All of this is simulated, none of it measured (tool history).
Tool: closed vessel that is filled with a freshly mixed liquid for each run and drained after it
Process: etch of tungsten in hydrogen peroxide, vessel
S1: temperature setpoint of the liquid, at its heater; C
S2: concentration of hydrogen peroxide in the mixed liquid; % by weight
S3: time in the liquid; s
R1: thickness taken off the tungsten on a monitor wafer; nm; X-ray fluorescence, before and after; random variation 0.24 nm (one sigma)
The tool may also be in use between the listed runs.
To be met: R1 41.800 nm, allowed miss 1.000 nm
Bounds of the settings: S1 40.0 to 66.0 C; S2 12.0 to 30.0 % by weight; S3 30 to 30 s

{"run": 1, "hour": 0.0, "S1": 56.0, "S2": 22.0, "S3": 30, "R1": 56.032}
{"run": 2, "hour": 8.3, "S1": 62.5, "S2": 22.0, "S3": 30, "R1": 81.867}
{"run": 3, "hour": 10.4, "S1": 61.0, "S2": 22.0, "S3": 30, "R1": 75.178}
{"run": 4, "hour": 16.4, "S1": 60.0, "S2": 22.0, "S3": 30, "R1": 71.74}
{"run": 5, "hour": 22.3, "S1": 60.0, "S2": 19.0, "S3": 30, "R1": 65.968}
{"run": 6, "hour": 25.8, "S1": 60.0, "S2": 19.0, "S3": 30, "R1": 66.297}
{"run": 7, "hour": 32.1, "S1": 59.0, "S2": 19.0, "S3": 30, "R1": 62.095}
{"run": 8, "hour": 36.6, "S1": 58.0, "S2": 19.0, "S3": 30, "R1": 59.03}
{"run": 9, "hour": 40.7, "S1": 57.5, "S2": 19.0, "S3": 30, "R1": 57.083}
{"run": 10, "hour": 47.6, "S1": 57.0, "S2": 19.0, "S3": 30, "R1": 55.578}
{"run": 11, "hour": 54.5, "S1": 57.0, "S2": 19.0, "S3": 30, "R1": 55.045}
{"run": 12, "hour": 58.8, "S1": 56.5, "S2": 19.0, "S3": 30, "R1": 53.587}
{"run": 13, "hour": 61.7, "S1": 56.0, "S2": 19.0, "S3": 30, "R1": 52.521}
{"run": 14, "hour": 66.1, "S1": 51.5, "S2": 19.0, "S3": 30, "R1": 40.269}

5 next moves are on the table. One of them brings every result within its allowed miss. Which?
{"run": "A", "hour": 70.5, "S1": 53.0, "S2": 19.0, "S3": 30, "R1": "?"}
{"run": "B", "hour": 70.5, "S1": 53.0, "S2": 14.0, "S3": 30, "R1": "?"}
{"run": "C", "hour": 70.5, "S1": 52.0, "S2": 21.0, "S3": 30, "R1": "?"}
{"run": "D", "hour": 70.5, "S1": 51.0, "S2": 19.0, "S3": 30, "R1": "?"}
{"run": "E", "hour": 70.5, "S1": 52.5, "S2": 18.5, "S3": 30, "R1": "?"}

move=A R1=43.974
move=B R1=37.747
move=C R1=43.531
move=D R1=38.973
move=E R1=42.108
A: takes the result that was furthest off past its target
B: further off than the last run
C: takes the result that was furthest off past its target
D: further off than the last run
E: meets every target
Move E is the one to make.

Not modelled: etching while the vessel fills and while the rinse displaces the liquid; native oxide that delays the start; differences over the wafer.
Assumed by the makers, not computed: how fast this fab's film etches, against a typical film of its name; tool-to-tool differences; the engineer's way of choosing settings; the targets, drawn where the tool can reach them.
